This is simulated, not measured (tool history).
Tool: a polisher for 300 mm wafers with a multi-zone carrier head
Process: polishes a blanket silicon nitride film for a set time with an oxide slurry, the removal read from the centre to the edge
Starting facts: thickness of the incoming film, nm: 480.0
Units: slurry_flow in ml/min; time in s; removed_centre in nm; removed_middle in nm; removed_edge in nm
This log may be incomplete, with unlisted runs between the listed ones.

run,hour,slurry_flow,centre_zone,middle_zone,edge_zone,slurry_solids,time,removed_centre,removed_middle,removed_edge
1,0.0,190,1.00,1.00,1.00,1.00,42,24.867,25.824,24.766
2,6.5,155,1.00,1.00,1.00,1.00,42,24.561,25.105,24.234
3,12.6,150,0.99,0.97,0.98,0.90,41,22.769,22.369,22.522
4,15.3,150,0.98,0.96,0.96,0.85,40,22.262,21.524,21.478
5,21.2,150,0.97,0.95,0.96,0.80,39,20.537,19.731,20.474
6,26.4,150,0.96,0.95,0.95,0.75,38,19.298,19.350,19.109
7,30.7,125,0.95,0.85,0.95,0.50,36,14.579,13.601,15.335
8,34.2,135,0.95,0.86,0.95,0.50,36,15.109,14.194,15.300

Forecast run 9:
9,36.9,140,0.95,0.86,0.96,0.50,36,?,?,?

For run 9 the tool returned removed_centre 15.244 nm, removed_middle 14.309 nm, removed_edge 15.401 nm.

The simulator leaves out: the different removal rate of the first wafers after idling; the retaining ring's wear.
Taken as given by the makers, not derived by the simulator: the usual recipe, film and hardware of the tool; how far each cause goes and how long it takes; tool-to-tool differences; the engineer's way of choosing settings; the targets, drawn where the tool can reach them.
